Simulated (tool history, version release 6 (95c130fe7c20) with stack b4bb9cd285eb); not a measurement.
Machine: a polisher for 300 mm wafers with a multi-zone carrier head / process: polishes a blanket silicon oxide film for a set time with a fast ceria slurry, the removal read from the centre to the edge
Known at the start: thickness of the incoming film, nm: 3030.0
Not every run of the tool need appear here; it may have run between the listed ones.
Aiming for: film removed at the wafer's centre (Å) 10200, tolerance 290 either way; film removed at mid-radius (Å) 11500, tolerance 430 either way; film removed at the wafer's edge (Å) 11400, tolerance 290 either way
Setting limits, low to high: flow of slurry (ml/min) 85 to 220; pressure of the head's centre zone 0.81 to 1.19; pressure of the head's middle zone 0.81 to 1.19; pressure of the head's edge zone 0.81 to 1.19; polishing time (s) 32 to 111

run    day  flow of slurry (ml/min)  pressure of the head's centre zone  pressure of the head's middle zone  pressure of the head's edge zone  polishing time (s)  film removed at the wafer's centre (Å)  film removed at mid-radius (Å)  film removed at the wafer's edge (Å)
  1      0                      140                                   1                                   1                                 1                  71                                   11439                           11649                                 11787
  2    0.1                      140                                   1                                   1                              0.94                  71                                   11537                           11592                                 11580
  3  0.154                      140                                   1                                   1                              0.94                  85                                   13871                           13869                                 13691
  4  0.312                      160                                   1                                   1                              0.94                  85                                   14321                           14238                                 13793
  5  0.392                      160                                   1                                   1                              1.02                  85                                   13950                           14275                                 14387
  6  0.738                      150                                0.95                                0.99                              0.97                  81                                   12448                           13223                                 13246
  7  1.092                      140                                0.92                                0.98                              0.93                  79                                   11642                           12671                                 12579
  8  1.162                      130                                 0.9                                0.97                               0.9                  78                                   11247                           12330                                 12174
  9  1.279                      120                                0.88                                0.96                              0.88                  77                                   10497                           11942                                 11609
 10  1.538                      115                                0.88                                0.95                              0.88                  77                                   10548                           11533                                 11703
 11  1.604                      110                                0.88                                0.96                              0.87                  77                                   10593                           11996                                 11785

Of the 4 settings listed for the next run, only one would bring every result within its allowed miss of target. Which one?
  A  1.671                      140                                0.81                                0.86                              0.92                  76                                       ?                               ?                                     ?
  B  1.671                      120                                0.87                                0.97                              0.89                  79                                       ?                               ?                                     ?
  C  1.671                      120                                0.86                                1.03                              0.85                  75                                       ?                               ?                                     ?
  D  1.671                      120                                0.88                                0.97                               0.9                  74                                       ?                               ?                                     ?

move  film removed at the wafer's centre (Å)  film removed at mid-radius (Å)  film removed at the wafer's edge (Å)
   A                                   10005                           11223                                 12026
   B                                   10900                           12393                                 12100
   C                                   10232                           12280                                 11244
   D                                   10328                           11607                                 11393
A: corrects the largest miss of the last run, while another result sits out of spec
B: its largest miss is bigger than the last run's
C: corrects the largest miss of the last run, while another result sits out of spec
D: in spec on every target
Answer: D
